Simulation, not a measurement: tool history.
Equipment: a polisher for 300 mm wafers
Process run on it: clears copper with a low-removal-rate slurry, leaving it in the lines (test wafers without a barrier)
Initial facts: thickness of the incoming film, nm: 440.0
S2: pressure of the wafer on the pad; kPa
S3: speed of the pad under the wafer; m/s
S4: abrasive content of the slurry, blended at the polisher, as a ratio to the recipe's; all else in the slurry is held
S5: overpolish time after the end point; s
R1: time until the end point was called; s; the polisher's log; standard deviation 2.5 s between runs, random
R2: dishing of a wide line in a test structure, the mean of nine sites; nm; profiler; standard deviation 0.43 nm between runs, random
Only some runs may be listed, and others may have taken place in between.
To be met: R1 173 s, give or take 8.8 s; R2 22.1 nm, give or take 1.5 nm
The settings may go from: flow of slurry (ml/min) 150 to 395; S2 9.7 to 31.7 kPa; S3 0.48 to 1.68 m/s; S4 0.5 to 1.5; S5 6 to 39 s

Run 1, hour 0: flow of slurry (ml/min) 250, S2 20.7 kPa, S3 1.08 m/s, S4 1, S5 20 s. Result: R1 130.06 s, R2 26.016 nm.
Run 2, hour 4.4: flow of slurry (ml/min) 250, S2 19.3 kPa, S3 1.08 m/s, S4 1, S5 20 s. Result: R1 138.48 s, R2 24.398 nm.
Run 3, hour 8.5: flow of slurry (ml/min) 250, S2 19.3 kPa, S3 1.08 m/s, S4 1.1, S5 20 s. Result: R1 136.17 s, R2 25.418 nm.
Run 4, hour 15.7: flow of slurry (ml/min) 220, S2 19.3 kPa, S3 1.08 m/s, S4 1.1, S5 20 s. Result: R1 133.29 s, R2 23.667 nm.
At hour 23.5: worn pad replaced by a new one.
Run 5, hour 23.5: flow of slurry (ml/min) 220, S2 19.3 kPa, S3 1.08 m/s, S4 0.95, S5 20 s. Result: R1 130.64 s, R2 25.101 nm.
Run 6, hour 32: flow of slurry (ml/min) 240, S2 17.9 kPa, S3 1.08 m/s, S4 0.95, S5 20 s. Result: R1 137.93 s, R2 24.071 nm.
Run 7, hour 32.5: flow of slurry (ml/min) 240, S2 17.9 kPa, S3 1.08 m/s, S4 0.95, S5 20 s. Result: R1 141.87 s, R2 24.094 nm.
Run 8, hour 39.4: flow of slurry (ml/min) 250, S2 16.5 kPa, S3 1.08 m/s, S4 0.95, S5 20 s. Result: R1 147.75 s, R2 22.964 nm.

5 next moves are on the table. One of them brings every result within its allowed miss. Which?
Run A, hour 46.3: flow of slurry (ml/min) 270, S2 20 kPa, S3 0.86 m/s, S4 0.9, S5 19 s. Result: R1 ?, R2 ?.
Run B, hour 46.3: flow of slurry (ml/min) 290, S2 15.2 kPa, S3 1.04 m/s, S4 1, S5 27 s. Result: R1 ?, R2 ?.
Run C, hour 46.3: flow of slurry (ml/min) 175, S2 14.5 kPa, S3 1.36 m/s, S4 1, S5 19 s. Result: R1 ?, R2 ?.
Run D, hour 46.3: flow of slurry (ml/min) 295, S2 14.5 kPa, S3 1.04 m/s, S4 0.9, S5 22 s. Result: R1 ?, R2 ?.
Run E, hour 46.3: flow of slurry (ml/min) 290, S2 18.6 kPa, S3 0.86 m/s, S4 1.1, S5 26 s. Result: R1 ?, R2 ?.

move      R1      R2
   A  156.01  22.149
   B  165.96  25.182
   C  140.16  23.027
   D  175.95  22.077
   E  161.37  25.424
A: nearer the targets than the last run, but a result is still out of spec
B: the worst result of the last run now meets its target, but another is out of spec
C: lands further from the targets than the last run did
D: meets every target
E: nearer the targets than the last run, but a result is still out of spec
Answer: D
